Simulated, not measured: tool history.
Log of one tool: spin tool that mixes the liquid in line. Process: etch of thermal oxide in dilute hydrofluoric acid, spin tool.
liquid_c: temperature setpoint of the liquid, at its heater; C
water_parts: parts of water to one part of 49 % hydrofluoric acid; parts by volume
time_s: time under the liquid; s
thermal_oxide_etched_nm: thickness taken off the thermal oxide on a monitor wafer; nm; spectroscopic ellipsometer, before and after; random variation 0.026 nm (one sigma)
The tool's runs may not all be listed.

run,day,liquid_c,water_parts,time_s,thermal_oxide_etched_nm
1,0,25,65,75,6.709
2,0.15,25,65,60,5.3299
3,0.267,23,70,60,4.5199
4,0.454,25.5,70,60,5.0436
5,0.625,25.5,80,60,4.3195
6,0.942,27,80,60,4.5854
7,0.971,25,80,60,4.2909

Run 8 has not been measured yet. What should we expect?
8,1.262,23.5,80,60,?

thermal_oxide_etched_nm: 4.0191 nm
